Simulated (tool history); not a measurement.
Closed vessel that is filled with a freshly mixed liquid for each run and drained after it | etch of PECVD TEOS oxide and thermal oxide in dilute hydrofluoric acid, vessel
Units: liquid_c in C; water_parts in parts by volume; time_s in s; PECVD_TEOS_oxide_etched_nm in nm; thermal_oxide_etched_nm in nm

run    day  liquid_c  water_parts  time_s  PECVD_TEOS_oxide_etched_nm  thermal_oxide_etched_nm
  1  0.000      22.0          140     420                      22.148                   12.330
  2  0.146      22.0           90     420                      36.902                   20.651
  3  0.208      21.0           90     420                      35.049                   19.748
  4  0.383      20.5           90     420                      34.236                   19.320
  5  0.621      20.0           90     420                      33.855                   18.983
  6  0.900      20.0           60     420                      51.964                   29.255
  7  1.000      19.5           65     420                      46.706                   26.530

Run 8 comes next. What will it give?
  8  1.183      19.5           70     420                           ?                        ?

Run 8 gave PECVD_TEOS_oxide_etched_nm 43.538 nm, thermal_oxide_etched_nm 24.239 nm.

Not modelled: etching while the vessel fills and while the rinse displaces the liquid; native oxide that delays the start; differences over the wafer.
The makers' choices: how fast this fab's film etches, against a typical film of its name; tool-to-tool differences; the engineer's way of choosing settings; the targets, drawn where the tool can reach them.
